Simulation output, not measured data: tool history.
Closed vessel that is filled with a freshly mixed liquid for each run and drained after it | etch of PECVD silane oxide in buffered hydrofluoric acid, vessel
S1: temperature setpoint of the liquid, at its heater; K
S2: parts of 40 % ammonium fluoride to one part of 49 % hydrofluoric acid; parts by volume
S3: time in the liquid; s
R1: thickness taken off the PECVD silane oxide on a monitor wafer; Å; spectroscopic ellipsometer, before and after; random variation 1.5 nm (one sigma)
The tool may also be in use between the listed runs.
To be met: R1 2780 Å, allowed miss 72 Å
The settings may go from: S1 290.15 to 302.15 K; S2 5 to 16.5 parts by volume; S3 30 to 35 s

run	hour	S1	S2	S3	R1
1	0	294.15	10	35	1401.2
2	2.9	294.15	11	35	1274
3	11.3	292.15	11	35	1147.4
4	13.4	292.15	9.5	35	1283.5
5	14.4	294.15	9	35	1504.3
6	16	294.15	9	35	1490.3
7	18.6	295.65	8.5	35	1719
8	19.8	297.15	8	35	1988.6

Which of these 4 next moves meets every target?
A	21	300.65	7	35	?
B	21	296.65	6.5	35	?
C	21	300.65	8	35	?
D	21	296.65	7	35	?

move	R1
A	2766.2
B	2377.7
C	2394.9
D	2229.6
A: meets every target
B: nearer than the last run, and not there yet
C: nearer than the last run, and not there yet
D: nearer than the last run, and not there yet
Move A is the one to make.

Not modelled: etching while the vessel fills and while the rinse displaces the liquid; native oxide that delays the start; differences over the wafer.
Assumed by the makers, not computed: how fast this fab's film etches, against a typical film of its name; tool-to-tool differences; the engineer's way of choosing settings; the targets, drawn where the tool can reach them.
